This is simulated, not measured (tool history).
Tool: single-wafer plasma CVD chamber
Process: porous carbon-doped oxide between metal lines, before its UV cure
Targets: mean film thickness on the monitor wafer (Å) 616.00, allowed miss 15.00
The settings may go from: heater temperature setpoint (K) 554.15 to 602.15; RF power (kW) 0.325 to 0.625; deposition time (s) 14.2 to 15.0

| run | hour | heater temperature setpoint (K) | RF power (kW) | deposition time (s) | mean film thickness on the monitor wafer (Å) |
|---|---|---|---|---|---|
| 1 | 0.0 | 578.15 | 0.475 | 15.0 | 771.22 |
| 2 | 2.2 | 581.15 | 0.460 | 15.0 | 744.61 |
| 3 | 7.9 | 583.15 | 0.445 | 15.0 | 714.15 |
| 4 | 12.7 | 583.15 | 0.510 | 15.0 | 775.41 |
| 5 | 15.6 | 578.15 | 0.510 | 15.0 | 804.43 |
| 6 | 23.2 | 581.15 | 0.495 | 14.9 | 769.15 |
| 7 | 25.2 | 584.15 | 0.480 | 14.8 | 742.01 |
| 8 | 27.9 | 586.15 | 0.465 | 14.7 | 709.55 |
| 9 | 33.4 | 588.15 | 0.460 | 14.7 | 692.47 |
| 10 | 36.7 | 590.15 | 0.455 | 14.7 | 689.35 |
| 11 | 43.0 | 596.15 | 0.385 | 14.4 | 575.30 |

Which of these 5 next moves meets every target?
| A | 49.3 | 595.15 | 0.440 | 15.0 | ? |
| B | 49.3 | 590.15 | 0.345 | 15.0 | ? |
| C | 49.3 | 592.15 | 0.420 | 15.0 | ? |
| D | 49.3 | 600.15 | 0.435 | 15.0 | ? |
| E | 49.3 | 593.15 | 0.415 | 14.4 | ? |

| move | mean film thickness on the monitor wafer (Å) |
|---|---|
| A | 661.42 |
| B | 572.62 |
| C | 650.91 |
| D | 638.15 |
| E | 617.01 |
A: takes the result that was furthest off past its target
B: further off than the last run
C: takes the result that was furthest off past its target
D: takes the result that was furthest off past its target
E: meets every target
Answer: E

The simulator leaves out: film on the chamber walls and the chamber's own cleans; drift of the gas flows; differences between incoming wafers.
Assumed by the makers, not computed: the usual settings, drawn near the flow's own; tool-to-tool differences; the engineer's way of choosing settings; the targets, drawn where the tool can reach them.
